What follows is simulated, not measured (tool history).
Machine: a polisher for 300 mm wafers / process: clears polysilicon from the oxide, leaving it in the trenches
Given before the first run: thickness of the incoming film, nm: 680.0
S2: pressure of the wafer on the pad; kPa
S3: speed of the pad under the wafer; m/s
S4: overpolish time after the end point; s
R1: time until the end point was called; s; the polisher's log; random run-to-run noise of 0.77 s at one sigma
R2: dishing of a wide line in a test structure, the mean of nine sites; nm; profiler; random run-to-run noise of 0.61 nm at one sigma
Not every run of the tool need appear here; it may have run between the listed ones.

Run 1, day 0.000: flow of slurry (ml/min) 255, S2 24.1 kPa, S3 1.10 m/s, S4 10 s. Result: R1 34.031 s, R2 53.871 nm.
Run 2, day 0.358: flow of slurry (ml/min) 255, S2 22.8 kPa, S3 1.10 m/s, S4 9 s. Result: R1 35.214 s, R2 52.140 nm.
Run 3, day 0.417: flow of slurry (ml/min) 220, S2 22.8 kPa, S3 1.10 m/s, S4 9 s. Result: R1 35.561 s, R2 53.792 nm.
Run 4, day 0.650: flow of slurry (ml/min) 185, S2 22.8 kPa, S3 1.10 m/s, S4 9 s. Result: R1 37.549 s, R2 52.263 nm.
Run 5, day 1.012: flow of slurry (ml/min) 185, S2 22.8 kPa, S3 1.10 m/s, S4 6 s. Result: R1 35.509 s, R2 47.501 nm.
Run 6, day 1.383: flow of slurry (ml/min) 185, S2 22.8 kPa, S3 1.36 m/s, S4 6 s. Result: R1 31.986 s, R2 50.131 nm.

For run 7, what comes out?
Run 7, day 1.638: flow of slurry (ml/min) 185, S2 21.4 kPa, S3 1.34 m/s, S4 5 s. Result: R1 ?, R2 ?.

R1: 33.624 s
R2: 46.067 nm
